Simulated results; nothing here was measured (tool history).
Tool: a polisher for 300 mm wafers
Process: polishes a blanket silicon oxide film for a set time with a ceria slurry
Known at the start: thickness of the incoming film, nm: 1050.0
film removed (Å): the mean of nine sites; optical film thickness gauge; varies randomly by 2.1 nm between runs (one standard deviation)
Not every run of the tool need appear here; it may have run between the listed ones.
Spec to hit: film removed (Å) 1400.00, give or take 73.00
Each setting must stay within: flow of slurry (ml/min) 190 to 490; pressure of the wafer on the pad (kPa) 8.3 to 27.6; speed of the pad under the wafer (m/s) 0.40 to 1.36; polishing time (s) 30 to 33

run	hour	flow of slurry (ml/min)	pressure of the wafer on the pad (kPa)	speed of the pad under the wafer (m/s)	polishing time (s)	film removed (Å)
1	0.0	315	17.9	0.88	33	963.41
2	6.9	365	17.9	0.88	33	1007.20
3	12.7	370	18.6	0.88	33	1050.60
4	18.1	375	19.3	0.88	33	1081.50
5	22.5	375	20.0	0.88	33	1121.00
6	27.4	350	20.0	0.88	33	1106.50
7	31.7	355	20.7	0.88	33	1137.40
8	37.6	360	21.4	0.88	33	1182.30
9	42.3	365	22.1	0.88	33	1246.60
10	45.9	370	22.1	0.88	33	1221.10
11	51.7	370	22.8	0.88	33	1285.10
12	52.2	375	23.4	0.88	33	1311.10

Which single option among these 5 for the next run brings every result within its allowed miss of target? Just one does.
A	52.7	350	25.5	0.88	33	?
B	52.7	290	19.3	1.12	30	?
C	52.7	375	22.8	0.88	30	?
D	52.7	415	23.4	0.94	30	?
E	52.7	325	23.4	0.88	32	?

move	film removed (Å)
A	1405.70
B	1206.60
C	1148.00
D	1265.80
E	1248.40
A: every result within its allowed miss
B: further off than the last run
C: further off than the last run
D: further off than the last run
E: further off than the last run
The move that meets every target is A.
